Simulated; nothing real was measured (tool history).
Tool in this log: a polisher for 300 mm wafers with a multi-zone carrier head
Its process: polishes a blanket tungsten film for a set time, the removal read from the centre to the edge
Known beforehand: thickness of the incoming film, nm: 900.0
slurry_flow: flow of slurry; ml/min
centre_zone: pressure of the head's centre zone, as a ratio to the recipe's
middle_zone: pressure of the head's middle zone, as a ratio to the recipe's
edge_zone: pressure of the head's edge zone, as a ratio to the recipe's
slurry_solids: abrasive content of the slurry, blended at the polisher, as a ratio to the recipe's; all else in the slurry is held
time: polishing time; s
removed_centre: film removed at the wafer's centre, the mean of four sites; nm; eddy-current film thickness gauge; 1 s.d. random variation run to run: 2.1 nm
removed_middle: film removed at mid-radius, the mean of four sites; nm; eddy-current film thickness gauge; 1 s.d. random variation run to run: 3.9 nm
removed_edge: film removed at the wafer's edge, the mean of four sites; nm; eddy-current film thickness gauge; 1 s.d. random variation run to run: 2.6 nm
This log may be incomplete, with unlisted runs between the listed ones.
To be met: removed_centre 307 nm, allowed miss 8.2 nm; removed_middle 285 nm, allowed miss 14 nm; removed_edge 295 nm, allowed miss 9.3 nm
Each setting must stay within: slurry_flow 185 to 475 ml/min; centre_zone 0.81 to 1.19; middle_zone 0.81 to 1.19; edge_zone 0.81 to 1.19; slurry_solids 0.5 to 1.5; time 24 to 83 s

run	hour	slurry_flow	centre_zone	middle_zone	edge_zone	slurry_solids	time	removed_centre	removed_middle	removed_edge
1	0	305	1	1	1	1	53	360.74	358.29	365.8
2	5.1	305	1	0.99	0.98	0.95	53	356.76	356.03	351.52
3	13.8	300	0.99	0.97	0.97	0.9	53	349.64	340.83	349.73
4	19.2	300	0.99	0.96	0.95	0.85	53	342.77	328.94	338.44
5	23.5	300	0.99	0.96	0.95	0.85	59	381.64	356.64	379.4
6	26.4	300	0.93	0.96	0.95	0.85	59	353.88	367.2	376.77
7	35.3	300	0.93	0.95	0.93	0.8	58	347.42	340.78	367.93
8	40.1	300	0.94	0.96	0.92	0.75	57	337.4	343.82	347.19

Pick the move, out of 4, that brings all results within their allowed miss; only one does.
A	44.9	315	1	0.93	0.9	0.6	51	?	?	?
B	44.9	265	1.02	0.83	0.91	0.85	49	?	?	?
C	44.9	305	0.9	1.13	0.93	0.8	63	?	?	?
D	44.9	290	0.9	0.81	0.99	0.75	62	?	?	?

move	removed_centre	removed_middle	removed_edge
A	312.75	286.39	296.11
B	328.44	268.8	308.04
C	371.08	445.38	395.31
D	357.76	325.66	395.52
A: in spec on every target
B: gains on the last run, yet a result remains outside its allowed miss
C: the biggest miss grows against the last run
D: the biggest miss grows against the last run
Answer: A
